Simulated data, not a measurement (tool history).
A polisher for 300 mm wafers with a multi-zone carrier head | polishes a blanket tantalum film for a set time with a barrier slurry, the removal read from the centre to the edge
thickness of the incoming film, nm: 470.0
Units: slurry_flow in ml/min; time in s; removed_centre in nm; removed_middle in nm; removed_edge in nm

run  hour  slurry_flow  centre_zone  middle_zone  edge_zone  slurry_solids  time  removed_centre  removed_middle  removed_edge
  1     0          220            1            1          1              1    54          94.917           93.99        94.608
  2   2.3          220            1            1          1              1    63          111.28          109.07        107.93
  3   9.7          220         0.93            1          1              1    63          99.407          110.38        111.19
  4  12.1          220         0.93            1          1            1.2    63          108.69          116.14        115.98
  5    19          220         0.93         0.93          1            1.2    63          108.64          110.82        120.97
  6  21.2          220         0.93         0.93       1.07            1.2    63          107.05          109.01        118.96
  7  22.3          220         0.93         0.93       1.07            1.2    63          107.17          108.66         122.7
  8  24.5          215         0.99         0.91       1.06           1.05    55          96.412          90.254          99.9
  9  29.8          210         1.03         0.88       1.08            0.9    50          86.584          74.614        84.973
 10  38.2          200         1.04         0.86       1.09            0.8    48          78.128          66.654        79.671
 11  44.2          195         1.06         0.85       1.07            0.7    47          72.452          60.782        71.067
 12  50.8          195         1.06         0.85       1.07            0.7    47          73.385           60.63        73.931
 13  59.1          190         1.08         0.84       1.03            0.7    47          76.551          60.497        69.161
 14  61.7          180         1.09         0.83       1.04           0.65    47          69.454          56.933         68.44
 15  67.4          180         1.11         0.82       1.03           0.65    47           72.22          56.211        67.875

Forecast run 16:
 16  73.9          175         1.12         0.82       1.02           0.65    47               ?               ?             ?

{"run 16": {"removed_centre": 73.158, "removed_middle": 56.548, "removed_edge": 68.559}}
